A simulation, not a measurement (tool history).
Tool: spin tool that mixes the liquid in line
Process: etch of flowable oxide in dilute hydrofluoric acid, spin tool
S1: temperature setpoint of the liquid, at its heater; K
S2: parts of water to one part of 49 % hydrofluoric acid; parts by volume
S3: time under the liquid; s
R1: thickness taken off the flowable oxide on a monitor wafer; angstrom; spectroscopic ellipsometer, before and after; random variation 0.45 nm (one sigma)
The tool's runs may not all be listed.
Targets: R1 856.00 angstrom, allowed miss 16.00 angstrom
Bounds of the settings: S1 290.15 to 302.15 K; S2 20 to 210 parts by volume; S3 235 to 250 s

{"run": 1, "day": 0.0, "S1": 294.15, "S2": 115, "S3": 235, "R1": 795.41}
{"run": 2, "day": 0.271, "S1": 294.65, "S2": 115, "S3": 235, "R1": 801.32}
{"run": 3, "day": 0.525, "S1": 294.65, "S2": 115, "S3": 235, "R1": 811.27}
{"run": 4, "day": 0.558, "S1": 292.65, "S2": 115, "S3": 235, "R1": 753.48}
{"day": 0.8, "done": "thermometer replaced"}
{"run": 5, "day": 0.8, "S1": 292.65, "S2": 115, "S3": 250, "R1": 750.87}
{"run": 6, "day": 0.883, "S1": 290.15, "S2": 115, "S3": 250, "R1": 674.44}
{"run": 7, "day": 1.112, "S1": 294.15, "S2": 115, "S3": 250, "R1": 793.91}
{"run": 8, "day": 1.433, "S1": 294.65, "S2": 115, "S3": 250, "R1": 811.81}

Which of these 5 next moves meets every target?
{"run": "A", "day": 1.754, "S1": 292.65, "S2": 100, "S3": 245, "R1": "?"}
{"run": "B", "day": 1.754, "S1": 295.65, "S2": 110, "S3": 250, "R1": "?"}
{"run": "C", "day": 1.754, "S1": 296.15, "S2": 105, "S3": 235, "R1": "?"}
{"run": "D", "day": 1.754, "S1": 298.15, "S2": 130, "S3": 235, "R1": "?"}
{"run": "E", "day": 1.754, "S1": 293.65, "S2": 100, "S3": 245, "R1": "?"}

move=A R1=859.55
move=B R1=890.39
move=C R1=899.75
move=D R1=762.71
move=E R1=895.58
A: meets every target
B: takes the result that was furthest off past its target
C: takes the result that was furthest off past its target
D: further off than the last run
E: takes the result that was furthest off past its target
The right move is A.

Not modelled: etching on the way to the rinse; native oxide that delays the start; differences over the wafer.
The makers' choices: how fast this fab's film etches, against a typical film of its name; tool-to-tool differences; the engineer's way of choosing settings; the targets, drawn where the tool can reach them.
